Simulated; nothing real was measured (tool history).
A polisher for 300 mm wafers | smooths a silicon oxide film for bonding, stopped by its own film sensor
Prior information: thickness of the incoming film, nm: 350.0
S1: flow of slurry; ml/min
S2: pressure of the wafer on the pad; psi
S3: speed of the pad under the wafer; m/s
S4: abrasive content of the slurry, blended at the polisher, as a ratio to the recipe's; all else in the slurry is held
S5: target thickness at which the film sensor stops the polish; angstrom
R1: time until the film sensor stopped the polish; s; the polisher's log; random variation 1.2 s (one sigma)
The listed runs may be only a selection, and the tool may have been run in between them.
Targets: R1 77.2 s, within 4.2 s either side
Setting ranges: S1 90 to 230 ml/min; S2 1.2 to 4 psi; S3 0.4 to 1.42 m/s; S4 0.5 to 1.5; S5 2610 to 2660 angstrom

run  hour   S1   S2    S3  S4    S5      R1
  1     0  150  2.6   0.9   1  2660  126.13
  2   8.5  150  2.6   0.9   1  2660  127.47
  3  11.4  150  2.8   0.9   1  2660  114.25
  4    15  150  2.8   0.9   1  2660  115.62
  5  22.9  150  2.9   0.9   1  2660  112.01
  6  23.8  150  2.6   0.9   1  2660  126.25
  7  32.2  150  2.8   0.9   1  2660  118.23
  8  40.5  150    3   0.9   1  2660  110.75
  9  45.5  150  3.2   0.9   1  2660  105.51
 10  47.6  150  3.3  0.92   1  2660  98.423
 11  53.2  150  3.4  0.92   1  2660  98.157
 12  60.5  150  3.5  0.94   1  2660  88.342
 13  66.6  150  3.6  0.94   1  2660   88.86

Which one of the following 5 next-run settings gets every result inside its allowed miss? There is exactly one.
  A  72.7  165  3.6  1.06   0.8  2610   ?
  B  72.7  135  3.5  0.84   0.9  2620   ?
  C  72.7  185  3.2  0.98   1.3  2610   ?
  D  72.7  155  3.7  1.06     1  2660   ?
  E  72.7  140  3.2  0.88  1.05  2630   ?

move      R1
   A  96.121
   B  112.86
   C  88.712
   D  79.135
   E  108.01
A: further off than the last run
B: further off than the last run
C: roughly where the last run was
D: in spec on every target
E: further off than the last run
So the answer is move D, the one that meets all the targets.
